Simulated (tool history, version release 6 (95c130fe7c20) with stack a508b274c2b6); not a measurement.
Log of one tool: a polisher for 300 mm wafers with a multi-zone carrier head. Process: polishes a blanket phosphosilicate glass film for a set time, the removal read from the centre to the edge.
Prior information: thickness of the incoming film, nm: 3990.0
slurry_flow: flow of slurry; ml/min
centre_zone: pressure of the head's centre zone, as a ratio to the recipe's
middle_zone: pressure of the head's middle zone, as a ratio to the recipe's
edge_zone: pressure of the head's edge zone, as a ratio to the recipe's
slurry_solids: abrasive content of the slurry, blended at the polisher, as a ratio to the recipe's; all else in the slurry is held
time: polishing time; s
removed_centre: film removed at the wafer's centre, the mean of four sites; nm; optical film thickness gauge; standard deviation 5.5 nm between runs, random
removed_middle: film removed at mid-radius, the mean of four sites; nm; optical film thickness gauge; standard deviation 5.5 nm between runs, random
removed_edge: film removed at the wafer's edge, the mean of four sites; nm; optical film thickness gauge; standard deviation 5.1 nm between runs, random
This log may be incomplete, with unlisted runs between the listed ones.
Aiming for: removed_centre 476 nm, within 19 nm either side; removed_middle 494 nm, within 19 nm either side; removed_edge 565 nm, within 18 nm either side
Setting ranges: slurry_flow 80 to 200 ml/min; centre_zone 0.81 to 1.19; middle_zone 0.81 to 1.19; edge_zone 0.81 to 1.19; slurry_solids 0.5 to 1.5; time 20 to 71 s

| run | day | slurry_flow | centre_zone | middle_zone | edge_zone | slurry_solids | time | removed_centre | removed_middle | removed_edge |
|---|---|---|---|---|---|---|---|---|---|---|
| 1 | 0 | 130 | 1 | 1 | 1 | 1 | 45 | 442.95 | 461.44 | 450.88 |
| 2 | 0.317 | 130 | 1 | 1 | 0.97 | 1 | 45 | 436.03 | 464.6 | 451.46 |
| 3 | 0.396 | 135 | 0.96 | 0.96 | 1 | 1.1 | 45 | 433.6 | 464.82 | 469.46 |
| 4 | 0.583 | 140 | 0.95 | 0.94 | 1.04 | 1.2 | 45 | 450.69 | 483.54 | 498.02 |
| 5 | 0.625 | 145 | 0.94 | 0.92 | 1.08 | 1.25 | 45 | 455.55 | 481.87 | 511.09 |
| 6 | 0.654 | 145 | 0.98 | 0.92 | 1.08 | 1.25 | 45 | 468.17 | 482.59 | 516.45 |
| 7 | 0.796 | 145 | 0.97 | 0.91 | 1.11 | 1.3 | 45 | 468.66 | 488.68 | 521.8 |
| 8 | 0.979 | 150 | 0.96 | 0.89 | 1.12 | 1.35 | 45 | 483.8 | 481.32 | 537.6 |
| 9 | 1.1 | 150 | 0.95 | 0.89 | 1.14 | 1.35 | 45 | 474.69 | 487.25 | 549.32 |

4 candidate next runs follow, results not yet known. Just one meets every target within its allowed miss. Identify it.
| A | 1.221 | 160 | 1.04 | 1 | 1.04 | 1.35 | 43 | ? | ? | ? |
| B | 1.221 | 180 | 1.02 | 1.01 | 1.15 | 1.15 | 43 | ? | ? | ? |
| C | 1.221 | 130 | 0.94 | 0.9 | 1.17 | 1.35 | 47 | ? | ? | ? |
| D | 1.221 | 165 | 0.93 | 0.91 | 1 | 1 | 48 | ? | ? | ? |

| move | removed_centre | removed_middle | removed_edge |
|---|---|---|---|
| A | 505.48 | 498.13 | 498.55 |
| B | 479.01 | 483.66 | 500.11 |
| C | 480.99 | 490.63 | 561.83 |
| D | 457.75 | 473.33 | 496.86 |
A: the biggest miss grows against the last run
B: the biggest miss grows against the last run
C: every result within its allowed miss
D: the biggest miss grows against the last run
So the answer is move C, the one that meets all the targets.
